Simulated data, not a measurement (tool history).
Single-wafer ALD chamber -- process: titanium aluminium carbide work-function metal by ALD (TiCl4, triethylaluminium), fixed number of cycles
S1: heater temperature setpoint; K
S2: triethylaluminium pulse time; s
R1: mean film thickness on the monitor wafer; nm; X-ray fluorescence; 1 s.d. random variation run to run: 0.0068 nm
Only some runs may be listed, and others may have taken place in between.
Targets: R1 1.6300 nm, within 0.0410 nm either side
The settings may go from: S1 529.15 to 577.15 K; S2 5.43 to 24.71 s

run 1 hour=0.0 | S1=553.15 S2=15.07 | R1=2.0668
run 2 hour=5.9 | S1=550.15 S2=13.67 | R1=2.0053
run 3 hour=14.6 | S1=547.15 S2=12.47 | R1=1.9666
run 4 hour=17.3 | S1=540.15 S2=12.47 | R1=1.8899
run 5 hour=25.4 | S1=538.15 S2=11.45 | R1=1.8177
run 6 hour=30.6 | S1=537.15 S2=10.63 | R1=1.7987
run 7 hour=39.6 | S1=536.15 S2=9.92 | R1=1.7267
run 8 hour=46.0 | S1=535.15 S2=9.74 | R1=1.6972
run 9 hour=51.0 | S1=534.15 S2=9.67 | R1=1.6871

Which one of the following 5 next-run settings gets every result inside its allowed miss? There is exactly one.
run A hour=56.0 | S1=529.15 S2=9.45 | R1=?
run B hour=56.0 | S1=534.15 S2=11.36 | R1=?
run C hour=56.0 | S1=544.15 S2=10.52 | R1=?
run D hour=56.0 | S1=530.15 S2=10.28 | R1=?
run E hour=56.0 | S1=533.15 S2=8.24 | R1=?

move=A R1=1.6145
move=B R1=1.7798
move=C R1=1.8428
move=D R1=1.6879
move=E R1=1.4906
A: meets every target
B: further off than the last run
C: further off than the last run
D: about as far from the targets as the last run
E: carries the result that was furthest off beyond its target, to the other side
The move that meets every target is A.
